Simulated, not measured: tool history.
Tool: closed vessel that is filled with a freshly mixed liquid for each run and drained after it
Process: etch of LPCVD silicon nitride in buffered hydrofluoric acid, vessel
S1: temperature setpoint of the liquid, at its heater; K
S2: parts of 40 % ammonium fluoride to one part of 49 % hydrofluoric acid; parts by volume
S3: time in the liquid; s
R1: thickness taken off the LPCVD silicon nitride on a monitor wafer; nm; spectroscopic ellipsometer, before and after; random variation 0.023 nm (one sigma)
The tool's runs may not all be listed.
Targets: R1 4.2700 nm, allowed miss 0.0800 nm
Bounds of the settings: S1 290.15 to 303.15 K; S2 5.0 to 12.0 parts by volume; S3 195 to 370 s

{"run": 1, "hour": 0.0, "S1": 295.15, "S2": 7.0, "S3": 370, "R1": 6.6726}
{"run": 2, "hour": 0.6, "S1": 293.65, "S2": 7.5, "S3": 370, "R1": 5.6671}
{"run": 3, "hour": 1.7, "S1": 292.65, "S2": 7.5, "S3": 370, "R1": 5.3724}
{"run": 4, "hour": 6.5, "S1": 292.65, "S2": 7.5, "S3": 195, "R1": 2.8622}
{"hour": 8.8, "done": "thermometer replaced"}
{"run": 5, "hour": 8.8, "S1": 295.65, "S2": 7.5, "S3": 195, "R1": 3.1748}
{"run": 6, "hour": 12.6, "S1": 294.15, "S2": 7.5, "S3": 195, "R1": 2.8872}
{"run": 7, "hour": 14.0, "S1": 296.15, "S2": 7.0, "S3": 195, "R1": 3.4989}
{"run": 8, "hour": 20.1, "S1": 294.65, "S2": 7.0, "S3": 195, "R1": 3.1899}
{"run": 9, "hour": 21.5, "S1": 297.15, "S2": 6.5, "S3": 200, "R1": 4.0201}

Which of these 4 next moves meets every target?
{"run": "A", "hour": 22.9, "S1": 294.65, "S2": 8.0, "S3": 310, "R1": "?"}
{"run": "B", "hour": 22.9, "S1": 294.65, "S2": 5.5, "S3": 210, "R1": "?"}
{"run": "C", "hour": 22.9, "S1": 295.65, "S2": 6.5, "S3": 220, "R1": "?"}
{"run": "D", "hour": 22.9, "S1": 293.65, "S2": 5.0, "S3": 195, "R1": "?"}

move=A R1=4.4183
move=B R1=4.2546
move=C R1=4.0822
move=D R1=4.0513
A: takes the result that was furthest off past its target
B: meets every target
C: nearer than the last run, and not there yet
D: nearer than the last run, and not there yet
Move B is the one to make.

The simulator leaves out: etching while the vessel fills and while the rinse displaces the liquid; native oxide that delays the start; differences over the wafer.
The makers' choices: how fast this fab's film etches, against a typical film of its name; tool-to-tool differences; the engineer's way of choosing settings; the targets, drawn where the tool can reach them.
